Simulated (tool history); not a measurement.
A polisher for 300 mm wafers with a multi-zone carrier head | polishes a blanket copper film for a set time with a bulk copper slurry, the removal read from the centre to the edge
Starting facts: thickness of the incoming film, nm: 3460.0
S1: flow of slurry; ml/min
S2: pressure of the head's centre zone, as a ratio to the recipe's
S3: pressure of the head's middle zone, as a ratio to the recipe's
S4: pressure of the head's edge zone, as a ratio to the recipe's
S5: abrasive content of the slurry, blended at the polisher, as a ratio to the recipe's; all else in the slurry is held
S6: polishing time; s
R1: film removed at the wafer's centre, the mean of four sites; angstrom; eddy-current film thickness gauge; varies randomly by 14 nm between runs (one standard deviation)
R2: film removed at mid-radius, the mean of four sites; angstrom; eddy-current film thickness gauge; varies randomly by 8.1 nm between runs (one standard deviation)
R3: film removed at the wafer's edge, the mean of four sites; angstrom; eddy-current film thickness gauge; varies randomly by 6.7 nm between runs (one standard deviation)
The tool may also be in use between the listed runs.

run  hour   S1    S2    S3    S4    S5  S6      R1      R2      R3
  1     0  245     1     1     1     1  74  5830.1    5786    5773
  2   2.1  245  1.03     1     1     1  74  5986.9    5706  5743.5
  3   7.4  255  1.05  1.01  1.04  1.15  80  6664.5  6498.3  6414.2
  4  10.9  255  1.07  0.99  1.06  1.25  87  7472.2  6851.8  7147.6
  5  11.7  255  1.07  0.99  1.06  1.25  78  6667.7  6220.8  6420.1
  6  14.8  255  1.07  0.99  1.01  1.25  78  6461.4  6235.4  6340.1
  7  23.8  255  1.08  0.99  1.03   1.3  86  7318.9  6999.2  7047.7

Predict the results of run 8:
  8  30.5  295  1.12  0.96  1.13  1.5  106   ?   ?   ?

{"run 8": {"R1": 9857.6, "R2": 8665.8, "R3": 9095}}
